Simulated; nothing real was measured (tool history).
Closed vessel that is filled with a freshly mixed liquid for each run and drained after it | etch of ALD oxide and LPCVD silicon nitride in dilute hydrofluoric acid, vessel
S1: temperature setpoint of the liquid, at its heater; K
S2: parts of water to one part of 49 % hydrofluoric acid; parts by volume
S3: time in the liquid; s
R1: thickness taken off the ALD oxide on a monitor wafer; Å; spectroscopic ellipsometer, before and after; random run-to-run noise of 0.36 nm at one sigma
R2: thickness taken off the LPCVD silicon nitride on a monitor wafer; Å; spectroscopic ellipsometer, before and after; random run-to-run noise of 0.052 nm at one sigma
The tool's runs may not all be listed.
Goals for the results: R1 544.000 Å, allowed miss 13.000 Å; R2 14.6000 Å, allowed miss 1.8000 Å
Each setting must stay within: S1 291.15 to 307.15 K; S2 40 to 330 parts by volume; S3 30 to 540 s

run	hour	S1	S2	S3	R1	R2
1	0.0	299.15	185	275	372.680	8.4445
2	1.7	299.15	185	175	239.240	5.2881
3	8.1	299.15	240	175	171.350	3.7805
4	9.6	299.15	240	100	99.161	2.3900
5	14.0	299.15	240	160	158.330	3.8676
6	22.1	300.65	240	160	165.220	4.2124
7	23.1	301.65	200	160	215.810	5.2716
8	30.5	303.15	170	160	279.300	6.8286
9	32.4	304.15	150	160	340.040	7.7459
10	35.1	304.15	150	160	337.060	8.0095
11	43.2	305.15	140	160	374.870	9.1558
12	45.3	305.65	130	160	422.130	9.9729
13	51.6	306.15	125	165	459.430	11.5490
14	58.3	306.65	120	165	495.790	11.9420

5 next moves are on the table. One of them brings every result within its allowed miss. Which?
A	65.0	306.65	145	240	?	?
B	65.0	307.15	175	280	?	?
C	65.0	302.65	90	150	?	?
D	65.0	301.15	95	170	?	?
E	65.0	303.15	95	145	?	?

move	R1	R2
A	572.920	15.1370
B	540.180	14.9760
C	539.320	12.0020
D	543.050	11.7130
E	499.770	11.3420
A: the result that was furthest off in the last run now lies on the other side of its target
B: all results land within tolerance of their targets
C: brings the last run's worst result on target, with another outside its allowed miss
D: brings the last run's worst result on target, with another outside its allowed miss
E: nearer than the last run, and not there yet
Answer: B
